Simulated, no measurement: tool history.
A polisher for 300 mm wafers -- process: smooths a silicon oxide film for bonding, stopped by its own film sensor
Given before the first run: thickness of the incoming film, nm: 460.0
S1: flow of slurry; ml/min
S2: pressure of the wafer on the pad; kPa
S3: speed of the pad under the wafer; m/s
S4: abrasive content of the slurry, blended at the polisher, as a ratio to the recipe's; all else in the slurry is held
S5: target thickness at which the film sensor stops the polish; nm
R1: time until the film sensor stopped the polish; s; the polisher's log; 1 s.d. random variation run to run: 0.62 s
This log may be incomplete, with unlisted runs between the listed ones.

run    day   S1    S2    S3  S4   S5      R1
  1      0  140  17.2  0.92   1  395  81.914
  2  0.317  140  17.2  0.92   1  395  79.871
  3    0.5  145  17.9  0.92   1  395  76.149
  4  0.812  145  13.8  0.92   1  395  97.423
  5  0.975  150  15.2  0.92   1  395  89.506
  6  1.233  120  15.2  0.92   1  395  93.339
  7  1.521  125  16.5  0.92   1  395   86.58

Forecast run 8:
  8  1.612  135  17.2  0.92   1  395   ?

Logged for run 8: R1 80.798 s.

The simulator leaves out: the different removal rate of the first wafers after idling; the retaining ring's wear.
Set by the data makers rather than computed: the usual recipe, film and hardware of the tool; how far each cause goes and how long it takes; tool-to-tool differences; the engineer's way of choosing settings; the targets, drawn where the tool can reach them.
